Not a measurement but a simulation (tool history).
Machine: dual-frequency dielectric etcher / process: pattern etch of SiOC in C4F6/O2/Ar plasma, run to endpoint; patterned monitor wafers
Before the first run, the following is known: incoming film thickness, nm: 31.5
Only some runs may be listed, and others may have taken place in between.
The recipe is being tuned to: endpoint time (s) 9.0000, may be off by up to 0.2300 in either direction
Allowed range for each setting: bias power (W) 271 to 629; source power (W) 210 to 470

run    day  bias power (W)  source power (W)  endpoint time (s)
  1  0.000             450               340            11.0290
  2  0.204             512               340            10.2970
  3  0.550             531               340            10.1590
  4  0.625             531               370             9.8776
  5  0.725             546               370             9.6378
  6  0.804             598               370             9.2348
  7  0.971             602               370             9.2678
  8  1.162             606               370             9.2132

5 next moves are on the table. One of them brings every result within its allowed miss. Which?
  A  1.354             611               350                  ?
  B  1.354             585               370                  ?
  C  1.354             609               350                  ?
  D  1.354             601               400                  ?
  E  1.354             590               340                  ?

move  endpoint time (s)
   A             9.4618
   B             9.4200
   C             9.4767
   D             8.9795
   E             9.7513
A: its largest miss is bigger than the last run's
B: its largest miss is bigger than the last run's
C: its largest miss is bigger than the last run's
D: all results land within tolerance of their targets
E: its largest miss is bigger than the last run's
Correct choice: D, which meets every target
